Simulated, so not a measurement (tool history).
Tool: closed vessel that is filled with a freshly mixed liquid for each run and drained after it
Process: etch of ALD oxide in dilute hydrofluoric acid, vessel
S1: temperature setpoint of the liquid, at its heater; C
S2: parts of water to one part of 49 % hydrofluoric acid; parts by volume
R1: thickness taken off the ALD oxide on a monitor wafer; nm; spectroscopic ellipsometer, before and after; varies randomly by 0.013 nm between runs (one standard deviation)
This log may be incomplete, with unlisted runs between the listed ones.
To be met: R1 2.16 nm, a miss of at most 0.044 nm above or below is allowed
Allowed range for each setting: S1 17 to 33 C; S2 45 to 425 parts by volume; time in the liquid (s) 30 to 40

{"run": 1, "day": 0.0, "S1": 25, "S2": 235, "time in the liquid (s)": 40, "R1": 2.6281}
{"run": 2, "day": 0.15, "S1": 25, "S2": 235, "time in the liquid (s)": 40, "R1": 2.6257}
{"run": 3, "day": 0.254, "S1": 24, "S2": 235, "time in the liquid (s)": 40, "R1": 2.5411}
{"run": 4, "day": 0.638, "S1": 26.5, "S2": 235, "time in the liquid (s)": 40, "R1": 2.8116}
{"run": 5, "day": 0.95, "S1": 25.5, "S2": 235, "time in the liquid (s)": 40, "R1": 2.672}
{"run": 6, "day": 1.025, "S1": 24.5, "S2": 235, "time in the liquid (s)": 40, "R1": 2.5939}
{"run": 7, "day": 1.396, "S1": 23.5, "S2": 235, "time in the liquid (s)": 40, "R1": 2.4992}
{"run": 8, "day": 1.467, "S1": 23, "S2": 235, "time in the liquid (s)": 40, "R1": 2.4613}
{"run": 9, "day": 1.65, "S1": 22.5, "S2": 235, "time in the liquid (s)": 40, "R1": 2.4012}
{"run": 10, "day": 1.783, "S1": 22, "S2": 235, "time in the liquid (s)": 40, "R1": 2.3565}
{"run": 11, "day": 2.0, "S1": 21.5, "S2": 235, "time in the liquid (s)": 40, "R1": 2.3291}
{"run": 12, "day": 2.154, "S1": 21, "S2": 235, "time in the liquid (s)": 40, "R1": 2.2492}
{"day": 2.233, "done": "thermometer replaced"}
{"run": 13, "day": 2.233, "S1": 20.5, "S2": 235, "time in the liquid (s)": 40, "R1": 2.3801}
{"run": 14, "day": 2.371, "S1": 20, "S2": 235, "time in the liquid (s)": 40, "R1": 2.3591}
{"run": 15, "day": 2.546, "S1": 17, "S2": 235, "time in the liquid (s)": 40, "R1": 2.0992}

Pick the move, out of 5, that brings all results within their allowed miss; only one does.
{"run": "A", "day": 2.721, "S1": 18, "S2": 250, "time in the liquid (s)": 40, "R1": "?"}
{"run": "B", "day": 2.721, "S1": 17, "S2": 190, "time in the liquid (s)": 30, "R1": "?"}
{"run": "C", "day": 2.721, "S1": 19.5, "S2": 250, "time in the liquid (s)": 40, "R1": "?"}
{"run": "D", "day": 2.721, "S1": 17, "S2": 240, "time in the liquid (s)": 40, "R1": "?"}
{"run": "E", "day": 2.721, "S1": 20.5, "S2": 220, "time in the liquid (s)": 30, "R1": "?"}

move=A R1=2.0298
move=B R1=2.0339
move=C R1=2.1491
move=D R1=2.0522
move=E R1=1.9571
A: lands further from the targets than the last run did
B: lands further from the targets than the last run did
C: each result inside its tolerance
D: lands further from the targets than the last run did
E: lands further from the targets than the last run did
Correct choice: C, which meets every target
